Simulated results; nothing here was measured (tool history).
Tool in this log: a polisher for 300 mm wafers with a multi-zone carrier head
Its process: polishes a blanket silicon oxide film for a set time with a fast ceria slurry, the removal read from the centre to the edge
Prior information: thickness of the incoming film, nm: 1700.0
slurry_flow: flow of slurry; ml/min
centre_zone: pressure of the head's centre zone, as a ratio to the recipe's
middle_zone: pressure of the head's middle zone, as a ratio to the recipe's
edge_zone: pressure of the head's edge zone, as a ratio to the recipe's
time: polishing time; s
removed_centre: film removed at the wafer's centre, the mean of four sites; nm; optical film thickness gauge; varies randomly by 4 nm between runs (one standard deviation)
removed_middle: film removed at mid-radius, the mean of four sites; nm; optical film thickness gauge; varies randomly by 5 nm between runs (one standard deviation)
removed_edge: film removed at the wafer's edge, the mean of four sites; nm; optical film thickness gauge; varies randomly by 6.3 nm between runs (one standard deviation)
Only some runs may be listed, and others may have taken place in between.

{"run": 1, "hour": 0.0, "slurry_flow": 300, "centre_zone": 1, "middle_zone": 1, "edge_zone": 1, "time": 38, "removed_centre": 605.38, "removed_middle": 604.17, "removed_edge": 577.98}
{"run": 2, "hour": 5.0, "slurry_flow": 300, "centre_zone": 1, "middle_zone": 1, "edge_zone": 0.95, "time": 38, "removed_centre": 599.26, "removed_middle": 610.17, "removed_edge": 579.93}
{"run": 3, "hour": 6.9, "slurry_flow": 300, "centre_zone": 1, "middle_zone": 1, "edge_zone": 0.95, "time": 47, "removed_centre": 751.14, "removed_middle": 739.93, "removed_edge": 709.68}
{"run": 4, "hour": 11.0, "slurry_flow": 290, "centre_zone": 1.02, "middle_zone": 0.94, "edge_zone": 0.96, "time": 42, "removed_centre": 682.84, "removed_middle": 626.22, "removed_edge": 636.13}
{"run": 5, "hour": 17.5, "slurry_flow": 240, "centre_zone": 1.02, "middle_zone": 0.94, "edge_zone": 0.96, "time": 42, "removed_centre": 662.02, "removed_middle": 615.76, "removed_edge": 622.44}
{"run": 6, "hour": 20.7, "slurry_flow": 185, "centre_zone": 1.02, "middle_zone": 0.94, "edge_zone": 0.96, "time": 42, "removed_centre": 640.82, "removed_middle": 595.63, "removed_edge": 624.28}

Run 7 is up next; what results do you expect?
{"run": 7, "hour": 25.4, "slurry_flow": 195, "centre_zone": 1.04, "middle_zone": 0.9, "edge_zone": 0.96, "time": 38, "removed_centre": "?", "removed_middle": "?", "removed_edge": "?"}

For run 7 the tool returned removed_centre 595.29 nm, removed_middle 522.23 nm, removed_edge 553.45 nm.
